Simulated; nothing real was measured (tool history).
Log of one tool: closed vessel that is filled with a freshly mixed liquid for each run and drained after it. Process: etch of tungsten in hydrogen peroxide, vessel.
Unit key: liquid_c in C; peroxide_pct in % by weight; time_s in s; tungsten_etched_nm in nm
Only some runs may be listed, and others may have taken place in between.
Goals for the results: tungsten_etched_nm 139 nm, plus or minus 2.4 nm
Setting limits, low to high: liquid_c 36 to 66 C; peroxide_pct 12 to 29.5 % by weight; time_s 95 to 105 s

| run | hour | liquid_c | peroxide_pct | time_s | tungsten_etched_nm |
|---|---|---|---|---|---|
| 1 | 0 | 52 | 20 | 95 | 103.09 |
| 2 | 3.7 | 52 | 20 | 95 | 103.8 |
| 3 | 8.9 | 53 | 20 | 95 | 110.08 |
| 4 | 14 | 54 | 20 | 95 | 116.75 |
| 5 | 22.7 | 54.5 | 20 | 95 | 120.61 |
| 6 | 27.5 | 54.5 | 21.5 | 95 | 125.23 |
| 7 | 30.9 | 54.5 | 21.5 | 95 | 124.19 |
| 8 | 35.2 | 55 | 21.5 | 95 | 127.6 |
| 9 | 38.1 | 55.5 | 21.5 | 95 | 131.94 |
| 10 | 43.1 | 56 | 21.5 | 95 | 136.48 |

Which single option among these 4 for the next run brings every result within its allowed miss of target? Just one does.
| A | 48.1 | 54.5 | 22.5 | 100 | ? |
| B | 48.1 | 56 | 21 | 95 | ? |
| C | 48.1 | 54.5 | 20.5 | 105 | ? |
| D | 48.1 | 57.5 | 19 | 95 | ? |

| move | tungsten_etched_nm |
|---|---|
| A | 134.51 |
| B | 134.91 |
| C | 134.81 |
| D | 140.12 |
A: its largest miss is bigger than the last run's
B: its largest miss is bigger than the last run's
C: its largest miss is bigger than the last run's
D: hits every target within its allowed miss
The move that meets every target is D.
